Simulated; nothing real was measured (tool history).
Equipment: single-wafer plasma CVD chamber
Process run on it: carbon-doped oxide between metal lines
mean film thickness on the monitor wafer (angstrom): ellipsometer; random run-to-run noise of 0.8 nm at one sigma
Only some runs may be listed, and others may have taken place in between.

| run | hour | heater temperature setpoint (K) | chamber pressure (mTorr) | RF power (kW) | deposition time (s) | mean film thickness on the monitor wafer (angstrom) |
|---|---|---|---|---|---|---|
| 1 | 0.0 | 638.15 | 5720 | 0.540 | 33.1 | 1823.4 |
| 2 | 4.1 | 638.15 | 6720 | 0.540 | 33.1 | 1840.4 |
| 3 | 11.6 | 638.15 | 6720 | 0.475 | 33.1 | 1723.9 |
| 4 | 19.2 | 648.15 | 6720 | 0.475 | 33.1 | 1682.0 |
| 5 | 22.5 | 648.15 | 6720 | 0.475 | 34.1 | 1753.3 |
| 6 | 26.5 | 648.15 | 6260 | 0.475 | 34.1 | 1730.9 |
| 7 | 31.8 | 648.15 | 6220 | 0.460 | 34.0 | 1691.6 |
| 8 | 35.5 | 648.15 | 6170 | 0.450 | 34.0 | 1674.3 |
| 9 | 42.2 | 648.15 | 6130 | 0.440 | 34.0 | 1662.6 |

Expected results for the next run?
| 10 | 48.4 | 648.15 | 6130 | 0.440 | 34.0 | ? |

{"run 10": {"mean film thickness on the monitor wafer (angstrom)": 1652.9}}
